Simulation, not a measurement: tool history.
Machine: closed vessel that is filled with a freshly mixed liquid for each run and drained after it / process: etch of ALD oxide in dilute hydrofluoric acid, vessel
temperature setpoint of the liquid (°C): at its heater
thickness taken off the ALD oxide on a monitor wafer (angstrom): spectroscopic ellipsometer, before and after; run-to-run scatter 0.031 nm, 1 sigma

| run | hour | temperature setpoint of the liquid (°C) | parts of water to one part of 49 % hydrofluoric acid (parts by volume) | time in the liquid (s) | thickness taken off the ALD oxide on a monitor wafer (angstrom) |
|---|---|---|---|---|---|
| 1 | 0.0 | 22.0 | 110 | 35 | 48.133 |
| 2 | 7.5 | 24.0 | 110 | 35 | 52.427 |
| 3 | 11.1 | 24.0 | 110 | 35 | 51.890 |
| 4 | 13.8 | 24.0 | 130 | 35 | 43.032 |
| 5 | 18.6 | 24.0 | 130 | 35 | 43.252 |
| 6 | 23.6 | 25.5 | 130 | 35 | 46.707 |
| 7 | 32.2 | 25.5 | 130 | 35 | 45.515 |

Run 8 comes next. What will it give?
| 8 | 33.9 | 24.0 | 130 | 35 | ? |

thickness taken off the ALD oxide on a monitor wafer (angstrom): 43.056

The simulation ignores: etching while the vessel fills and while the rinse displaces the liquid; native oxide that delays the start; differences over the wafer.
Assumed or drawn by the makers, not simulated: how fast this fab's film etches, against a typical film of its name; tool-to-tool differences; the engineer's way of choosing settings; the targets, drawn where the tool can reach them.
